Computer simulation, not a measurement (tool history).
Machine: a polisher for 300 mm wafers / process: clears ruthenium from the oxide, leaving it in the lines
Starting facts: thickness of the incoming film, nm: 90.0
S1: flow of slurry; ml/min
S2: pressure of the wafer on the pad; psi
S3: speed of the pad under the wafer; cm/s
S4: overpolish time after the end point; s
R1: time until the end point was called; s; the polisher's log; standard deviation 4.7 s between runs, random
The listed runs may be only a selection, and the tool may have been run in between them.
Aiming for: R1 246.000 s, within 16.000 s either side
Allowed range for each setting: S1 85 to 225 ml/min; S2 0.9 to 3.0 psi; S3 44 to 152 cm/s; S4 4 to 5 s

Run 1, day 0.000: S1 145 ml/min, S2 1.9 psi, S3 98 cm/s, S4 5 s. Result: R1 109.380 s.
Run 2, day 0.338: S1 145 ml/min, S2 1.9 psi, S3 98 cm/s, S4 5 s. Result: R1 106.500 s.
Run 3, day 0.604: S1 145 ml/min, S2 1.9 psi, S3 108 cm/s, S4 5 s. Result: R1 96.976 s.
Run 4, day 0.842: S1 145 ml/min, S2 1.6 psi, S3 108 cm/s, S4 5 s. Result: R1 107.770 s.
Run 5, day 1.071: S1 140 ml/min, S2 1.5 psi, S3 98 cm/s, S4 5 s. Result: R1 124.310 s.
Run 6, day 1.367: S1 140 ml/min, S2 1.2 psi, S3 98 cm/s, S4 5 s. Result: R1 160.690 s.
Run 7, day 1.638: S1 140 ml/min, S2 1.1 psi, S3 94 cm/s, S4 5 s. Result: R1 176.480 s.
Run 8, day 1.717: S1 140 ml/min, S2 1.1 psi, S3 90 cm/s, S4 5 s. Result: R1 176.300 s.
Run 9, day 1.821: S1 140 ml/min, S2 1.1 psi, S3 86 cm/s, S4 5 s. Result: R1 191.870 s.

Pick the move, out of 4, that brings all results within their allowed miss; only one does.
Run A, day 1.925: S1 110 ml/min, S2 1.1 psi, S3 76 cm/s, S4 4 s. Result: R1 ?.
Run B, day 1.925: S1 130 ml/min, S2 0.9 psi, S3 78 cm/s, S4 5 s. Result: R1 ?.
Run C, day 1.925: S1 130 ml/min, S2 1.6 psi, S3 72 cm/s, S4 5 s. Result: R1 ?.
Run D, day 1.925: S1 135 ml/min, S2 1.8 psi, S3 76 cm/s, S4 5 s. Result: R1 ?.

move       R1
   A  213.880
   B  239.910
   C  159.600
   D  136.870
A: an improvement on the last run, though not all results are within tolerance
B: all results in spec
C: further off than the last run
D: further off than the last run
Correct choice: B, which meets every target

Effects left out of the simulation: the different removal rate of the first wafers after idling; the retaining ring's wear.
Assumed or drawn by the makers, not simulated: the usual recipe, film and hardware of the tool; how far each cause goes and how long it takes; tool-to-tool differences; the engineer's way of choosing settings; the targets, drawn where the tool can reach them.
